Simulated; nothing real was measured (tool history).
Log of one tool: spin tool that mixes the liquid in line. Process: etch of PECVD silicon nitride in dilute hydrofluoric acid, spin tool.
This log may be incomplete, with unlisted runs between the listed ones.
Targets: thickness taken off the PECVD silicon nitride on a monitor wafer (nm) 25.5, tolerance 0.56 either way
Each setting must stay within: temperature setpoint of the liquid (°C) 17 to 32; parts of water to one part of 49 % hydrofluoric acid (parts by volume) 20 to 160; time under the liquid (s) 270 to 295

run	hour	temperature setpoint of the liquid (°C)	parts of water to one part of 49 % hydrofluoric acid (parts by volume)	time under the liquid (s)	thickness taken off the PECVD silicon nitride on a monitor wafer (nm)
1	0	24	90	270	9.2074
2	1.1	24	90	270	9.2276
3	6.6	26	80	270	11.766
4	9.3	26	80	295	12.935
5	15.7	26	80	295	13.071
6	21.4	26	90	295	11.547
7	25.4	27.5	80	295	14.214
8	29.2	28.5	75	295	16.194

Which of these 4 next moves meets every target?
A	33	31.5	55	295	?
B	33	32	60	295	?
C	33	30	50	295	?
D	33	27.5	95	285	?

move	thickness taken off the PECVD silicon nitride on a monitor wafer (nm)
A	26.869
B	25.43
C	26.828
D	11.659
A: moves the result that the last run missed by most past its target, out the other side
B: hits every target within its allowed miss
C: moves the result that the last run missed by most past its target, out the other side
D: the biggest miss grows against the last run
Answer: B

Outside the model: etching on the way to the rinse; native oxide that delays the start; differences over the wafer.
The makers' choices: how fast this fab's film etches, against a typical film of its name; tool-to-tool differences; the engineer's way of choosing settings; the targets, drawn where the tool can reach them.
